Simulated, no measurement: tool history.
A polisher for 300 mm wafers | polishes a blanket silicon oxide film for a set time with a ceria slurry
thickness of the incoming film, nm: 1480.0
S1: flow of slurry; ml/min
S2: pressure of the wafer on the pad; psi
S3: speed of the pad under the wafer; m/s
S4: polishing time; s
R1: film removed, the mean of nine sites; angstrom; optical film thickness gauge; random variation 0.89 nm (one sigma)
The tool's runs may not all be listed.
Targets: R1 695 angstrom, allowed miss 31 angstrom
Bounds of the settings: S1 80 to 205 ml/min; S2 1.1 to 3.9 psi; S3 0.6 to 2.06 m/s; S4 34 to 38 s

run,day,S1,S2,S3,S4,R1
1,0,135,2.5,1.32,38,1686.6
2,0.162,150,2.5,1.32,38,1703.4
3,0.508,150,2.1,1.2,38,1311.8
4,0.817,150,1.8,1.2,38,1138.9
5,1.075,140,1.8,1.2,38,1135.1
6,1.096,140,1.6,1.14,38,950.12
7,1.375,135,1.5,1.14,38,883.99
8,1.583,125,1.4,1.14,38,793.12
9,1.667,120,1.4,1.14,38,792.04
10,1.879,115,1.4,1.14,38,782
11,2.112,110,1.4,1.14,38,767.93
12,2.196,105,1.4,1.14,38,752.24
13,2.238,100,1.4,1.14,38,753.12
14,2.479,95,1.4,1.14,38,723.71

4 next moves are on the table. One of them brings every result within its allowed miss. Which?
A,2.721,95,1.5,1.18,37,?
B,2.721,90,1.5,1.22,38,?
C,2.721,80,1.6,1.16,34,?
D,2.721,95,1.7,1,38,?

move,R1
A,780.03
B,809.27
C,696.09
D,769.59
A: further off than the last run
B: further off than the last run
C: meets every target
D: further off than the last run
Answer: C

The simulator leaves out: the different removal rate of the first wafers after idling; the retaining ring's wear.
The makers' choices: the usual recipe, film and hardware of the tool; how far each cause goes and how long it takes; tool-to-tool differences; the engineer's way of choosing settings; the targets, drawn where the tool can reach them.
